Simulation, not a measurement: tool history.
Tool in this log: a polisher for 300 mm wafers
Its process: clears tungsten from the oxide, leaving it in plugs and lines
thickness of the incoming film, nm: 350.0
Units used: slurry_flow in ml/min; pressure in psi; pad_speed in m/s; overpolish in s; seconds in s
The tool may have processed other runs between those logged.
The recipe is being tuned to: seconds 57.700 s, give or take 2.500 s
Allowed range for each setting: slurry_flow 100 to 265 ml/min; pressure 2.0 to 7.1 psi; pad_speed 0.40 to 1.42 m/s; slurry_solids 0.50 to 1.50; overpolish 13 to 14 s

run,hour,slurry_flow,pressure,pad_speed,slurry_solids,overpolish,seconds
1,0.0,170,4.5,0.90,1.00,13,74.182
2,6.3,170,4.7,0.90,1.00,13,71.135
3,14.7,170,4.7,0.90,1.00,13,71.620
4,18.7,170,4.9,0.90,1.00,13,70.239
5,23.8,170,5.1,0.90,1.00,13,68.208
6,25.3,170,5.1,0.90,1.15,13,65.342
7,29.4,170,5.2,0.90,1.15,13,66.374
8,36.0,170,5.4,0.90,1.15,13,63.084
9,44.5,170,5.5,0.90,1.15,13,63.828
10,48.0,170,5.6,0.90,1.15,13,63.118
11,52.9,170,5.7,0.90,1.15,13,62.823
12,57.9,170,5.8,0.90,1.15,13,61.898
13,63.8,170,5.9,0.90,1.15,13,61.155

Which one of the following 5 next-run settings gets every result inside its allowed miss? There is exactly one.
A,69.7,205,5.7,0.88,0.95,13,?
B,69.7,160,6.2,0.92,1.05,13,?
C,69.7,105,6.2,0.88,1.00,13,?
D,69.7,205,5.0,0.90,0.95,14,?
E,69.7,160,5.6,0.82,1.25,13,?

move,seconds
A,63.517
B,58.756
C,66.952
D,67.730
E,67.160
A: its largest miss is bigger than the last run's
B: every result within its allowed miss
C: its largest miss is bigger than the last run's
D: its largest miss is bigger than the last run's
E: its largest miss is bigger than the last run's
B is the move that brings every result within its allowed miss.
